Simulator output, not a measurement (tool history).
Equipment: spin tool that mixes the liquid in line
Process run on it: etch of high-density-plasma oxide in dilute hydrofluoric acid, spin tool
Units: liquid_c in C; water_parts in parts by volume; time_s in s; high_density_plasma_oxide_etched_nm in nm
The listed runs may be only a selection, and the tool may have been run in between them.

| run | hour | liquid_c | water_parts | time_s | high_density_plasma_oxide_etched_nm |
|---|---|---|---|---|---|
| 1 | 0.0 | 21.0 | 155 | 260 | 12.474 |
| 2 | 6.3 | 22.0 | 145 | 260 | 14.008 |
| 3 | 8.6 | 23.0 | 135 | 260 | 15.805 |
| 4 | 9.3 | 23.5 | 125 | 260 | 17.809 |
| 5 | 10.1 | 21.0 | 125 | 260 | 15.894 |
| 6 | 15.7 | 21.0 | 70 | 260 | 30.407 |

Predict the results of run 7:
| 7 | 17.5 | 21.5 | 70 | 260 | ? |

{"run 7": {"high_density_plasma_oxide_etched_nm": 31.065}}
